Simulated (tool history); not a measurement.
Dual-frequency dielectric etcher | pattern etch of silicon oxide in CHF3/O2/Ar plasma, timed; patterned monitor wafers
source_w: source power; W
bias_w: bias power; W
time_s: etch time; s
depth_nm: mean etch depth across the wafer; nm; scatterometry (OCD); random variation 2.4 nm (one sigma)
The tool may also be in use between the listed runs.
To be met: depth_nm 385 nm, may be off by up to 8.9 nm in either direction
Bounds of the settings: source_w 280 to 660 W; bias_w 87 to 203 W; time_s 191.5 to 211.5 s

run  hour  source_w  bias_w  time_s  depth_nm
  1     0       470     145   211.5    340.46
  2   4.7       410     145   211.5    323.38
  3    13       430     147   211.5    335.33
  4  19.7       430     147   191.5     300.7
  5  26.3       430     125   191.5    286.58
  6  28.3       350     125   191.5    271.96
  7  31.5       380     131   192.5    277.85
  8  36.7       410     134     193    287.72
  9  38.7       510     163   205.5    353.22
 10  47.5       520     164   205.5    359.93
 11  49.9       530     165   205.5    359.71

Pick the move, out of 5, that brings all results within their allowed miss; only one does.
  A  52.3       430     187     196         ?
  B  52.3       530     153   191.5         ?
  C  52.3       390     203   191.5         ?
  D  52.3       510     143   199.5         ?
  E  52.3       570     185     208         ?

move  depth_nm
   A    330.57
   B    321.55
   C    323.16
   D    323.96
   E    380.21
A: the biggest miss grows against the last run
B: the biggest miss grows against the last run
C: the biggest miss grows against the last run
D: the biggest miss grows against the last run
E: each result inside its tolerance
Correct choice: E, which meets every target
